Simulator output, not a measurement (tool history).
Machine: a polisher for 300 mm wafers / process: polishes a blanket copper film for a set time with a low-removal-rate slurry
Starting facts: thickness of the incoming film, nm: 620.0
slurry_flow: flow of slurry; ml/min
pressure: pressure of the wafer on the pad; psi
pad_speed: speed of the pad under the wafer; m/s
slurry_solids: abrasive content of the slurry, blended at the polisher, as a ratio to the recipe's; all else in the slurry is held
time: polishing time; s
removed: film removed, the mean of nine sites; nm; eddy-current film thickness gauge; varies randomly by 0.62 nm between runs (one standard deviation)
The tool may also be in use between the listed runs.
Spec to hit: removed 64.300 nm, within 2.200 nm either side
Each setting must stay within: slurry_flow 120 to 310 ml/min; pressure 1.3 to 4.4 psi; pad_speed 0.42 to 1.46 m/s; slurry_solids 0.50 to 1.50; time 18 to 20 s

run,hour,slurry_flow,pressure,pad_speed,slurry_solids,time,removed
1,0.0,200,2.8,0.94,1.00,20,48.180
2,6.3,200,2.8,0.94,1.10,20,49.256
3,7.4,200,2.8,0.94,1.10,20,49.746
4,15.4,200,2.8,0.76,1.10,20,41.073
5,20.8,205,3.1,0.76,1.10,20,45.407
6,24.4,205,3.3,0.76,1.10,20,48.233
7,26.1,205,3.5,0.76,1.10,20,50.909
8,26.8,210,3.7,0.76,1.10,20,53.556
9,32.4,210,3.8,0.76,1.10,20,55.026
10,35.6,210,3.9,0.76,1.10,20,56.683
11,39.0,210,4.0,0.76,1.10,20,58.689

Exactly one of the 4 candidate moves below puts every result within its allowed miss. Which one?
A,42.4,190,3.7,0.78,1.30,20,?
B,42.4,120,4.1,0.76,1.30,18,?
C,42.4,185,3.6,1.04,0.95,19,?
D,42.4,200,4.0,0.72,1.15,18,?

move,removed
A,57.861
B,53.540
C,64.606
D,51.286
A: lands further from the targets than the last run did
B: lands further from the targets than the last run did
C: all results in spec
D: lands further from the targets than the last run did
C is the move that brings every result within its allowed miss.
